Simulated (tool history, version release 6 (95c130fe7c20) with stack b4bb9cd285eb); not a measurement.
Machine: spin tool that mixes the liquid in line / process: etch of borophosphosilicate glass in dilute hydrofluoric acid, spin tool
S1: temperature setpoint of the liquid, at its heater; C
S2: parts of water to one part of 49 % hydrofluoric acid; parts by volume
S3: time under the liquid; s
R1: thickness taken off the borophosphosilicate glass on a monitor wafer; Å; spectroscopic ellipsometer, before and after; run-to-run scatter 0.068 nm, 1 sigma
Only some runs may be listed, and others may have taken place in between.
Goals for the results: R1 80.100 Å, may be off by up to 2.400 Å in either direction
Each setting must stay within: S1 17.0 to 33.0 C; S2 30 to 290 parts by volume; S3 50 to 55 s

run	hour	S1	S2	S3	R1
1	0.0	25.0	160	50	114.550
2	5.3	25.0	160	50	114.540
3	7.5	22.0	160	50	103.020
4	16.5	22.0	160	55	111.400
5	17.2	21.5	160	55	108.910
6	21.4	21.0	160	55	107.440
7	22.1	20.5	160	55	104.520
8	25.0	20.0	160	55	103.610
9	28.9	19.5	160	55	102.100
10	29.5	19.0	165	55	97.054
11	34.3	18.0	175	55	85.579

Which one of the following 4 next-run settings gets every result inside its allowed miss? There is exactly one.
A	39.1	21.0	175	50	?
B	39.1	17.0	155	50	?
C	39.1	19.0	180	55	?
D	39.1	18.0	185	55	?

move	R1
A	87.533
B	85.970
C	86.129
D	80.156
A: misses by more than the last run did
B: misses by more than the last run did
C: misses by more than the last run did
D: all results in spec
Answer: D
